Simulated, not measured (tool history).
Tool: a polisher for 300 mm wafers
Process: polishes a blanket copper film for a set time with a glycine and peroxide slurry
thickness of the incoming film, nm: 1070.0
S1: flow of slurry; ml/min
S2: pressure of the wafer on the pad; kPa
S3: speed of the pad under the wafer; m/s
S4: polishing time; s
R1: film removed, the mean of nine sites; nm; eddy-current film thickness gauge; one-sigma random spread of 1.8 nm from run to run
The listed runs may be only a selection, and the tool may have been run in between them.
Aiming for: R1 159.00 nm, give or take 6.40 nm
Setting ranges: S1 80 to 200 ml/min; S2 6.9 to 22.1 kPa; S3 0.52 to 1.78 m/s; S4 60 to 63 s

run 1 hour=0.0 | S1=130 S2=14.5 S3=1.14 S4=60 | R1=249.36
run 2 hour=6.5 | S1=130 S2=14.5 S3=1.14 S4=60 | R1=251.54
run 3 hour=8.6 | S1=130 S2=14.5 S3=1.14 S4=60 | R1=251.14
run 4 hour=14.9 | S1=130 S2=14.5 S3=1.24 S4=60 | R1=264.67
run 5 hour=17.4 | S1=125 S2=12.4 S3=1.20 S4=60 | R1=224.38
run 6 hour=25.0 | S1=120 S2=11.0 S3=1.20 S4=60 | R1=212.00
run 7 hour=30.9 | S1=115 S2=6.9 S3=1.02 S4=60 | R1=137.24
run 8 hour=36.6 | S1=120 S2=7.6 S3=1.02 S4=60 | R1=144.14

Which single option among these 5 for the next run brings every result within its allowed miss of target? Just one does.
run A hour=42.3 | S1=155 S2=6.9 S3=1.12 S4=62 | R1=?
run B hour=42.3 | S1=160 S2=6.9 S3=1.00 S4=60 | R1=?
run C hour=42.3 | S1=90 S2=10.3 S3=1.00 S4=63 | R1=?
run D hour=42.3 | S1=95 S2=7.6 S3=0.98 S4=63 | R1=?
run E hour=42.3 | S1=120 S2=7.6 S3=0.98 S4=60 | R1=?

move=A R1=155.48
move=B R1=140.36
move=C R1=173.69
move=D R1=141.88
move=E R1=140.46
A: every result within its allowed miss
B: lands further from the targets than the last run did
C: pushes the last run's worst result past its target
D: lands further from the targets than the last run did
E: lands further from the targets than the last run did
Correct choice: A, which meets every target
